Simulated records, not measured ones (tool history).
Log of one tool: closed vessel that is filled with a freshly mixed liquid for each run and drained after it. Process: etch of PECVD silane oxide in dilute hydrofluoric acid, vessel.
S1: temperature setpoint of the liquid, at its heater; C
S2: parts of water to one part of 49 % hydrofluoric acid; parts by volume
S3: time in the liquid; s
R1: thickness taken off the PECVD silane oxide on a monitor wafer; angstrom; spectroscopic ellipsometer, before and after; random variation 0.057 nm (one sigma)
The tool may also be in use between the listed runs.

run,day,S1,S2,S3,R1
1,0,25,220,90,103.76
2,0.108,25.5,220,90,104.3
3,0.204,25.5,180,90,133.84
4,0.367,24.5,180,90,129.77
5,0.612,24.5,115,90,217.81
6,0.996,24.5,180,90,129.55
7,1.283,24,180,90,127.39

Run 8 comes next. What will it give?
# day 1.633: thermometer replaced
8,1.633,23.5,180,90,?

Run 8 gave R1 119.98 angstrom.

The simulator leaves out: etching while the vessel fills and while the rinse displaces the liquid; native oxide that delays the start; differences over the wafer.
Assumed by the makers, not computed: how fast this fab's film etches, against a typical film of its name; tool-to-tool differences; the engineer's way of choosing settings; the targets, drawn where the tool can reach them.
